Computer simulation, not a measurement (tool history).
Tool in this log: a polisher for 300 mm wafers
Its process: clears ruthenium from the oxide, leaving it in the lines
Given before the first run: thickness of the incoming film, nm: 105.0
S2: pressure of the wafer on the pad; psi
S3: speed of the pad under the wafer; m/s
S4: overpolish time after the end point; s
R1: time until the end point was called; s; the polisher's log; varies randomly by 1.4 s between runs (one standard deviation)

Run 1, hour 0: flow of slurry (ml/min) 205, S2 1.5 psi, S3 0.98 m/s, S4 5 s. Result: R1 132.82 s.
Run 2, hour 2.2: flow of slurry (ml/min) 205, S2 1.5 psi, S3 0.98 m/s, S4 5 s. Result: R1 132.73 s.
Run 3, hour 3.4: flow of slurry (ml/min) 205, S2 1.7 psi, S3 1 m/s, S4 5 s. Result: R1 116.68 s.
Run 4, hour 7.7: flow of slurry (ml/min) 205, S2 1.8 psi, S3 1.02 m/s, S4 5 s. Result: R1 107.1 s.
Run 5, hour 13.6: flow of slurry (ml/min) 205, S2 1.9 psi, S3 1.04 m/s, S4 5 s. Result: R1 102.51 s.
Run 6, hour 17.8: flow of slurry (ml/min) 205, S2 1.9 psi, S3 0.82 m/s, S4 5 s. Result: R1 121.68 s.
Run 7, hour 25.4: flow of slurry (ml/min) 205, S2 1.9 psi, S3 0.82 m/s, S4 5 s. Result: R1 124.76 s.
Run 8, hour 32.8: flow of slurry (ml/min) 205, S2 1.9 psi, S3 0.82 m/s, S4 5 s. Result: R1 124.74 s.
Run 9, hour 36.1: flow of slurry (ml/min) 205, S2 2 psi, S3 0.88 m/s, S4 5 s. Result: R1 112.35 s.
Run 10, hour 42.8: flow of slurry (ml/min) 205, S2 2.1 psi, S3 0.92 m/s, S4 5 s. Result: R1 101.68 s.
Run 11, hour 44.4: flow of slurry (ml/min) 205, S2 2.1 psi, S3 0.96 m/s, S4 5 s. Result: R1 95.772 s.
Run 12, hour 51.6: flow of slurry (ml/min) 205, S2 2.3 psi, S3 1.02 m/s, S4 5 s. Result: R1 86.845 s.

Run 13 has not been measured yet. What should we expect?
Run 13, hour 57.8: flow of slurry (ml/min) 205, S2 2.3 psi, S3 1.04 m/s, S4 5 s. Result: R1 ?.

Run 13 gave R1 85.722 s.
